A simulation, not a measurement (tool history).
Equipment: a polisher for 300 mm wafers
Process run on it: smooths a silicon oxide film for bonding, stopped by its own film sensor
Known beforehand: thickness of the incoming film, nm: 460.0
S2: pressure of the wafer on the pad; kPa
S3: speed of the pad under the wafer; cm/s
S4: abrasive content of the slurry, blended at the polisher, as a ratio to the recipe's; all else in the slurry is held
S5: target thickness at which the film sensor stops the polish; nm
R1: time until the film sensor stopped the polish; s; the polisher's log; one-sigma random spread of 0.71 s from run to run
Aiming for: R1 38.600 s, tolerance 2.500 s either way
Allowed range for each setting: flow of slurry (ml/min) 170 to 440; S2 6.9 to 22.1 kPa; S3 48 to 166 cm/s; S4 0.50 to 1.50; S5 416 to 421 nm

run 1 hour=0.0 | flow_of_slurry_(ml/min)=280 S2=14.5 S3=106 S4=1.00 S5=416 | R1=64.036
run 2 hour=4.5 | flow_of_slurry_(ml/min)=280 S2=14.5 S3=80 S4=1.00 S5=416 | R1=84.495
run 3 hour=5.1 | flow_of_slurry_(ml/min)=280 S2=13.1 S3=80 S4=1.00 S5=416 | R1=90.660
run 4 hour=12.9 | flow_of_slurry_(ml/min)=280 S2=13.8 S3=84 S4=1.00 S5=416 | R1=86.007
-- hour=13.6 head pressure recalibrated
run 5 hour=13.6 | flow_of_slurry_(ml/min)=280 S2=14.5 S3=88 S4=1.00 S5=416 | R1=69.538
run 6 hour=19.2 | flow_of_slurry_(ml/min)=280 S2=14.5 S3=88 S4=1.10 S5=416 | R1=69.759
run 7 hour=27.4 | flow_of_slurry_(ml/min)=280 S2=15.2 S3=88 S4=1.10 S5=416 | R1=67.058
run 8 hour=30.6 | flow_of_slurry_(ml/min)=280 S2=19.3 S3=110 S4=1.15 S5=417 | R1=41.390

Exercise: of the 4 proposed moves below, exactly one satisfies all targets within the stated allowed misses. Which move is it?
run A hour=33.8 | flow_of_slurry_(ml/min)=285 S2=20.0 S3=124 S4=1.25 S5=421 | R1=?
run B hour=33.8 | flow_of_slurry_(ml/min)=265 S2=20.0 S3=106 S4=1.15 S5=416 | R1=?
run C hour=33.8 | flow_of_slurry_(ml/min)=275 S2=20.0 S3=112 S4=1.15 S5=419 | R1=?
run D hour=33.8 | flow_of_slurry_(ml/min)=215 S2=17.2 S3=132 S4=0.90 S5=416 | R1=?

move=A R1=31.810
move=B R1=42.094
move=C R1=37.417
move=D R1=45.319
A: pushes the last run's worst result past its target
B: moves away from the targets compared with the last run
C: every result lands within tolerance
D: moves away from the targets compared with the last run
The right move is C.
